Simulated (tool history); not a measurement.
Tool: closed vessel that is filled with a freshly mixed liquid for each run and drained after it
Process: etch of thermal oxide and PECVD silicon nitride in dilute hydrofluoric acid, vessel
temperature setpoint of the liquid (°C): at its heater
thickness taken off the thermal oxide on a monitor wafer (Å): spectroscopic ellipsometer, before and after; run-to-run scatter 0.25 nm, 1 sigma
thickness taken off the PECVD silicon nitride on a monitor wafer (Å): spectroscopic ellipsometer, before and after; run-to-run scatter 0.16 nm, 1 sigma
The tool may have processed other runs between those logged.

run,hour,temperature setpoint of the liquid (°C),parts of water to one part of 49 % hydrofluoric acid (parts by volume),time in the liquid (s),thickness taken off the thermal oxide on a monitor wafer (Å),thickness taken off the PECVD silicon nitride on a monitor wafer (Å)
1,0,23,85,570,325.32,240.45
2,4.3,21,85,570,298.02,213.01
3,8.6,21,65,570,407.63,273.38
4,17.5,21,90,570,282.34,201.48
5,22.9,21.5,95,575,276.46,199.06
6,24.4,22,100,580,268.1,197.26
7,27.4,22,100,580,268.52,196.28
8,30.1,22,100,580,270.54,195.24

Estimate the outcome of run 9 from the log above:
9,37.8,22.5,105,580,?,?

Logged for run 9: thickness taken off the thermal oxide on a monitor wafer (Å) 260.95, thickness taken off the PECVD silicon nitride on a monitor wafer (Å) 194.59.

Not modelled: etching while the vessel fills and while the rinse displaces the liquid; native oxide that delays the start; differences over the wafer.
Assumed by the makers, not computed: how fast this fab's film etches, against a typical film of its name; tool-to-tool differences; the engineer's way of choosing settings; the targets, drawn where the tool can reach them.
